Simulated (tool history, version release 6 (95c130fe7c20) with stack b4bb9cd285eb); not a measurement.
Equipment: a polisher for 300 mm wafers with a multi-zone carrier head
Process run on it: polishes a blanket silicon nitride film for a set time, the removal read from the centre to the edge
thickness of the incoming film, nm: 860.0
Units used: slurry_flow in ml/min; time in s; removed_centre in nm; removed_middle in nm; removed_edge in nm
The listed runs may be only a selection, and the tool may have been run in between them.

run    day  slurry_flow  centre_zone  middle_zone  edge_zone  time  removed_centre  removed_middle  removed_edge
  1      0          180            1            1          1    68          117.24          114.23         118.9
  2  0.312          145            1            1          1    68          109.99          106.39         112.7
  3  0.396          140         0.98            1       0.97    65          101.93          101.27        104.93
  4  0.629          140         0.98         0.96       0.97    65          100.38          98.905        106.43
  5  0.904          140         0.97         0.96       0.95    62          95.243          93.502        100.79
  6  1.012          135         0.96         0.97       0.93    60          90.641          89.695        95.353

What will run 7 give?
  7  1.112          135         0.95         0.98       0.91    58               ?               ?             ?

{"run 7": {"removed_centre": 86.994, "removed_middle": 86.902, "removed_edge": 90.568}}

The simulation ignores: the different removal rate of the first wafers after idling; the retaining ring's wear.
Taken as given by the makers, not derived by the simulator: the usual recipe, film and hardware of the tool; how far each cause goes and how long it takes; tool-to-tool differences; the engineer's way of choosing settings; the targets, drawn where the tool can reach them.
